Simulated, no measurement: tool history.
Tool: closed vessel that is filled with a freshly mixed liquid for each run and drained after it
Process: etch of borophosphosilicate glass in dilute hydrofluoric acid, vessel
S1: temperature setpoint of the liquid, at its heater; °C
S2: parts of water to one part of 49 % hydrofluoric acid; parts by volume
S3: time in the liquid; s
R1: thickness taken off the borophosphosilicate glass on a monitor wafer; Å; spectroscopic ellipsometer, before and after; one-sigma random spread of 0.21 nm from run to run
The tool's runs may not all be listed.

run	hour	S1	S2	S3	R1
1	0.0	22.0	215	165	290.44
2	5.9	23.5	215	165	309.90
3	9.3	21.5	215	165	287.56
4	12.1	21.5	160	165	404.23
5	15.6	20.0	175	165	344.94
6	17.8	20.0	175	165	342.09

Forecast run 7:
7	22.3	19.0	185	165	?

R1: 314.29 Å

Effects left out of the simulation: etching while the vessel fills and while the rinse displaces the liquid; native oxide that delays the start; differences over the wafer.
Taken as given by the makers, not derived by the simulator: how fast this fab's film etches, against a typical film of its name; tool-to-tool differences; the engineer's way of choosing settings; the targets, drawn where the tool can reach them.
